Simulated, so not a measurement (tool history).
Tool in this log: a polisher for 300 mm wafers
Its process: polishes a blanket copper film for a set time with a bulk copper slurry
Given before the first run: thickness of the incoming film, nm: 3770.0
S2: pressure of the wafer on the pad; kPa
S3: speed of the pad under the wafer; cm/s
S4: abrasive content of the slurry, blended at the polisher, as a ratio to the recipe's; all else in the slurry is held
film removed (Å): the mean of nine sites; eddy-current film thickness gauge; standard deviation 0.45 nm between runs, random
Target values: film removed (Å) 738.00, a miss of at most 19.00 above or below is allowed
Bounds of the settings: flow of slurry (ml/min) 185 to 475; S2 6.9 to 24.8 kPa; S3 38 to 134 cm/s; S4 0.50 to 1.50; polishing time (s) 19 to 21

Run 1, day 0.000: flow of slurry (ml/min) 305, S2 15.9 kPa, S3 86 cm/s, S4 1.00, polishing time (s) 21. Result: film removed (Å) 1576.30.
Run 2, day 0.292: flow of slurry (ml/min) 340, S2 15.9 kPa, S3 86 cm/s, S4 1.00, polishing time (s) 21. Result: film removed (Å) 1583.70.
Run 3, day 0.458: flow of slurry (ml/min) 340, S2 15.9 kPa, S3 86 cm/s, S4 1.00, polishing time (s) 19. Result: film removed (Å) 1451.10.
Run 4, day 0.521: flow of slurry (ml/min) 340, S2 13.1 kPa, S3 84 cm/s, S4 1.00, polishing time (s) 19. Result: film removed (Å) 1172.20.
Run 5, day 0.683: flow of slurry (ml/min) 340, S2 10.3 kPa, S3 84 cm/s, S4 1.00, polishing time (s) 19. Result: film removed (Å) 934.58.
Run 6, day 1.046: flow of slurry (ml/min) 340, S2 10.3 kPa, S3 84 cm/s, S4 1.00, polishing time (s) 19. Result: film removed (Å) 938.09.
Run 7, day 1.200: flow of slurry (ml/min) 340, S2 9.7 kPa, S3 84 cm/s, S4 1.00, polishing time (s) 19. Result: film removed (Å) 877.01.
Run 8, day 1.529: flow of slurry (ml/min) 340, S2 9.0 kPa, S3 84 cm/s, S4 1.00, polishing time (s) 19. Result: film removed (Å) 820.37.
Run 9, day 1.746: flow of slurry (ml/min) 340, S2 8.3 kPa, S3 84 cm/s, S4 1.00, polishing time (s) 19. Result: film removed (Å) 767.69.

Exactly one of the 4 candidate moves below puts every result within its allowed miss. Which one?
Run A, day 1.962: flow of slurry (ml/min) 330, S2 9.7 kPa, S3 64 cm/s, S4 1.15, polishing time (s) 19. Result: film removed (Å) ?.
Run B, day 1.962: flow of slurry (ml/min) 345, S2 9.0 kPa, S3 76 cm/s, S4 1.00, polishing time (s) 19. Result: film removed (Å) ?.
Run C, day 1.962: flow of slurry (ml/min) 365, S2 8.3 kPa, S3 76 cm/s, S4 0.90, polishing time (s) 19. Result: film removed (Å) ?.
Run D, day 1.962: flow of slurry (ml/min) 200, S2 7.6 kPa, S3 88 cm/s, S4 1.50, polishing time (s) 21. Result: film removed (Å) ?.

move  film removed (Å)
   A            692.23
   B            748.36
   C            686.55
   D            814.06
A: the result that was furthest off in the last run now lies on the other side of its target
B: hits every target within its allowed miss
C: the result that was furthest off in the last run now lies on the other side of its target
D: its largest miss is bigger than the last run's
Correct choice: B, which meets every target
